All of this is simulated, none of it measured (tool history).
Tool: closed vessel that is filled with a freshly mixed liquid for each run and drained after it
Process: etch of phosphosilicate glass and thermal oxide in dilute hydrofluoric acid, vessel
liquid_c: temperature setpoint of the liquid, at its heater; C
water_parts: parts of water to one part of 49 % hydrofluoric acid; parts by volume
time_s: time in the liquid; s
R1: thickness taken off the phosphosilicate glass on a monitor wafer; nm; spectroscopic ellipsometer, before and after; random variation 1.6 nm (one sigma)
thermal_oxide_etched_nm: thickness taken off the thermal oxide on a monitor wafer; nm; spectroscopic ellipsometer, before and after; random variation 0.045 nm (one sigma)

Run 1, hour 0.0: liquid_c 22.0 C, water_parts 45 parts by volume, time_s 60 s. Result: R1 246.43 nm, thermal_oxide_etched_nm 5.4462 nm.
Run 2, hour 1.3: liquid_c 25.0 C, water_parts 45 parts by volume, time_s 60 s. Result: R1 278.54 nm, thermal_oxide_etched_nm 6.2121 nm.
Run 3, hour 4.2: liquid_c 25.0 C, water_parts 45 parts by volume, time_s 80 s. Result: R1 372.85 nm, thermal_oxide_etched_nm 8.2831 nm.
Run 4, hour 11.3: liquid_c 23.0 C, water_parts 50 parts by volume, time_s 80 s. Result: R1 307.03 nm, thermal_oxide_etched_nm 6.6812 nm.
Run 5, hour 15.8: liquid_c 24.5 C, water_parts 50 parts by volume, time_s 80 s. Result: R1 329.59 nm, thermal_oxide_etched_nm 7.2175 nm.
Run 6, hour 17.9: liquid_c 24.5 C, water_parts 50 parts by volume, time_s 70 s. Result: R1 288.33 nm, thermal_oxide_etched_nm 6.3723 nm.
Run 7, hour 19.4: liquid_c 23.0 C, water_parts 50 parts by volume, time_s 70 s. Result: R1 271.76 nm, thermal_oxide_etched_nm 5.9052 nm.
Run 8, hour 23.8: liquid_c 22.0 C, water_parts 50 parts by volume, time_s 70 s. Result: R1 255.76 nm, thermal_oxide_etched_nm 5.6723 nm.

Forecast run 9:
Run 9, hour 31.7: liquid_c 21.0 C, water_parts 50 parts by volume, time_s 70 s. Result: R1 ?, thermal_oxide_etched_nm ?.

Run 9 gave R1 248.99 nm, thermal_oxide_etched_nm 5.5233 nm.

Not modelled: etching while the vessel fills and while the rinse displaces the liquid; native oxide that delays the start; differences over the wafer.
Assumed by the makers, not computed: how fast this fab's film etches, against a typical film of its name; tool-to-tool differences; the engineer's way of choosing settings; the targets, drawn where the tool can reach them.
